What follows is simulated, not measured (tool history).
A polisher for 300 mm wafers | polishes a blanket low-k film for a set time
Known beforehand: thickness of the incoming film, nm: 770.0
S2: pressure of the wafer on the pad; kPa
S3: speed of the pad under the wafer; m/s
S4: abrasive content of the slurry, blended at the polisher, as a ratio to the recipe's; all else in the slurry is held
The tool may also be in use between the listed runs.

Run 1, hour 0.0: flow of slurry (ml/min) 210, S2 8.3 kPa, S3 1.16 m/s, S4 1.00, polishing time (s) 19. Result: film removed (nm) 6.4765.
Run 2, hour 8.8: flow of slurry (ml/min) 210, S2 8.3 kPa, S3 1.16 m/s, S4 1.15, polishing time (s) 19. Result: film removed (nm) 6.6956.
Run 3, hour 16.3: flow of slurry (ml/min) 205, S2 7.6 kPa, S3 1.16 m/s, S4 1.15, polishing time (s) 19. Result: film removed (nm) 6.2856.
Run 4, hour 17.9: flow of slurry (ml/min) 205, S2 6.9 kPa, S3 1.16 m/s, S4 1.15, polishing time (s) 19. Result: film removed (nm) 5.7823.
Run 5, hour 26.2: flow of slurry (ml/min) 205, S2 6.9 kPa, S3 1.16 m/s, S4 1.00, polishing time (s) 19. Result: film removed (nm) 5.4390.
Run 6, hour 32.8: flow of slurry (ml/min) 200, S2 6.9 kPa, S3 1.16 m/s, S4 1.00, polishing time (s) 19. Result: film removed (nm) 5.3823.
Run 7, hour 37.6: flow of slurry (ml/min) 190, S2 6.9 kPa, S3 1.16 m/s, S4 1.00, polishing time (s) 19. Result: film removed (nm) 5.3834.
Run 8, hour 40.0: flow of slurry (ml/min) 185, S2 6.9 kPa, S3 1.16 m/s, S4 1.00, polishing time (s) 19. Result: film removed (nm) 5.3571.
Run 9, hour 48.2: flow of slurry (ml/min) 180, S2 6.9 kPa, S3 1.16 m/s, S4 1.00, polishing time (s) 19. Result: film removed (nm) 5.3350.
Run 10, hour 51.5: flow of slurry (ml/min) 175, S2 6.9 kPa, S3 1.16 m/s, S4 1.00, polishing time (s) 19. Result: film removed (nm) 5.2978.
Run 11, hour 60.4: flow of slurry (ml/min) 175, S2 6.9 kPa, S3 1.16 m/s, S4 1.00, polishing time (s) 19. Result: film removed (nm) 5.4121.
Run 12, hour 68.5: flow of slurry (ml/min) 165, S2 6.2 kPa, S3 1.16 m/s, S4 1.00, polishing time (s) 19. Result: film removed (nm) 4.7969.
Run 13, hour 70.6: flow of slurry (ml/min) 170, S2 6.2 kPa, S3 1.16 m/s, S4 1.00, polishing time (s) 19. Result: film removed (nm) 4.7902.
Run 14, hour 78.4: flow of slurry (ml/min) 175, S2 6.2 kPa, S3 1.16 m/s, S4 1.00, polishing time (s) 19. Result: film removed (nm) 4.8259.

Run 15, settings as shown, results not yet in. Your forecast:
Run 15, hour 86.1: flow of slurry (ml/min) 180, S2 6.2 kPa, S3 1.16 m/s, S4 1.00, polishing time (s) 19. Result: film removed (nm) ?.

film removed (nm): 4.8074

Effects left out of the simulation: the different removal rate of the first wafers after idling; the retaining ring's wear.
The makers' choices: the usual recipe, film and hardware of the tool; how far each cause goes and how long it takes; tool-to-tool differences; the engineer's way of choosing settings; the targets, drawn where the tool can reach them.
